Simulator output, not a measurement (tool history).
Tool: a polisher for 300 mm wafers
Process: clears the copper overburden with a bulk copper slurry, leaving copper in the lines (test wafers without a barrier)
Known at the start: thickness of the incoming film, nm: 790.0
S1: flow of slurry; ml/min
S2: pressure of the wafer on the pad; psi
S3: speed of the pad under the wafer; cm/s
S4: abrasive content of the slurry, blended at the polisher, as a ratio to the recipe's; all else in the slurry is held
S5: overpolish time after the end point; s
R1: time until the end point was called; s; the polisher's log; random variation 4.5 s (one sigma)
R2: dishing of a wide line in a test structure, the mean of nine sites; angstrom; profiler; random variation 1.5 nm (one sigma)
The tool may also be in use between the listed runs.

run 1 hour=0 | S1=130 S2=2.6 S3=114 S4=1 S5=20 | R1=99.61 R2=838.66
run 2 hour=5.4 | S1=105 S2=2.6 S3=114 S4=1 S5=20 | R1=105.76 R2=815.81
run 3 hour=10.9 | S1=105 S2=2.4 S3=110 S4=1 S5=21 | R1=117.51 R2=789.47
run 4 hour=14.2 | S1=105 S2=2.2 S3=106 S4=1 S5=22 | R1=130.32 R2=712.66
run 5 hour=23.1 | S1=105 S2=2.2 S3=106 S4=1 S5=15 | R1=130.17 R2=581.46
run 6 hour=31.7 | S1=105 S2=2.8 S3=106 S4=1 S5=15 | R1=106.46 R2=685.32
run 7 hour=36.3 | S1=100 S2=2.5 S3=102 S4=1 S5=17 | R1=121.95 R2=692.01
run 8 hour=42.2 | S1=100 S2=2.3 S3=98 S4=1 S5=19 | R1=139.49 R2=643.3
run 9 hour=44 | S1=100 S2=2.1 S3=96 S4=1 S5=21 | R1=147.87 R2=649.58

The next listed run, before its measurement:
run 10 hour=48.1 | S1=100 S2=2 S3=94 S4=1 S5=22 | R1=? R2=?

Run 10 gave R1 167.86 s, R2 647.21 angstrom.
